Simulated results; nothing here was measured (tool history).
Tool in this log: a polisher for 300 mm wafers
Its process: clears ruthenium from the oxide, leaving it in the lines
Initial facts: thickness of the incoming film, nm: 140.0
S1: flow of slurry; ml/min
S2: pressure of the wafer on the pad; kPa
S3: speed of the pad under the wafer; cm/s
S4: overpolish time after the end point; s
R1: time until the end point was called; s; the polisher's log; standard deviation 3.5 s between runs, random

| run | day | S1 | S2 | S3 | S4 | R1 |
|---|---|---|---|---|---|---|
| 1 | 0 | 205 | 12.4 | 122 | 13 | 130.96 |
| 2 | 0.05 | 205 | 10.3 | 118 | 13 | 162.03 |
| 3 | 0.079 | 165 | 10.3 | 118 | 13 | 168.66 |
| 4 | 0.221 | 165 | 9 | 116 | 13 | 195.81 |
| 5 | 0.333 | 165 | 8.3 | 116 | 13 | 212.64 |
| 6 | 0.65 | 125 | 8.3 | 116 | 13 | 227.51 |

What does the tool deliver on the next run?
| 7 | 0.792 | 125 | 7.6 | 116 | 13 | ? |

Run 7 came out at R1 241.97 s.
